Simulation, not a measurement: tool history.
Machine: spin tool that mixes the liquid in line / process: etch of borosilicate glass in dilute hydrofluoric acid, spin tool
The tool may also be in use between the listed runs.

run,day,temperature setpoint of the liquid (°C),parts of water to one part of 49 % hydrofluoric acid (parts by volume),time under the liquid (s),thickness taken off the borosilicate glass on a monitor wafer (Å)
1,0.000,25.0,115,305,637.17
2,0.362,25.0,115,325,686.61
3,0.492,25.0,95,325,847.13
4,0.571,25.0,95,325,847.04
5,0.838,25.0,95,305,789.83
6,1.096,27.0,95,305,852.10
7,1.392,25.0,100,305,751.65
8,1.571,23.5,105,305,676.15

What does the tool deliver on the next run?
9,1.679,19.5,130,305,?

{"run 9": {"thickness taken off the borosilicate glass on a monitor wafer (Å)": 446.19}}
